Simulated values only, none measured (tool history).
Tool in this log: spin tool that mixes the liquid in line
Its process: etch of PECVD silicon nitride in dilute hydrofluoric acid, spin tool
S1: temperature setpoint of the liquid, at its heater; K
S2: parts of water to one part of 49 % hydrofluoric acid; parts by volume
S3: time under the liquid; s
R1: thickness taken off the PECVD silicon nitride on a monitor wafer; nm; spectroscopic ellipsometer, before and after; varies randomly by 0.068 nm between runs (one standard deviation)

run  hour      S1   S2   S3      R1
  1     0  298.15  155  305  3.4132
  2   0.7  300.15  155  305   3.801
  3   3.3  300.15  135  305  4.3968
  4     5  300.15  110  305  5.3397
  5   7.5  300.15  110  325  5.7058
  6  12.2  300.15   75  325  8.3236
  7  21.2  298.15   80  325  7.0339
  8  26.1  296.65   80  325  6.2511
  9  30.6  295.65   80  325  5.8597
 10  36.5  295.65   80  325  5.9049
 11  42.1  295.15   80  325  5.6255

For run 12, what comes out?
 12  46.5  294.65  80  325   ?

R1: 5.413 nm

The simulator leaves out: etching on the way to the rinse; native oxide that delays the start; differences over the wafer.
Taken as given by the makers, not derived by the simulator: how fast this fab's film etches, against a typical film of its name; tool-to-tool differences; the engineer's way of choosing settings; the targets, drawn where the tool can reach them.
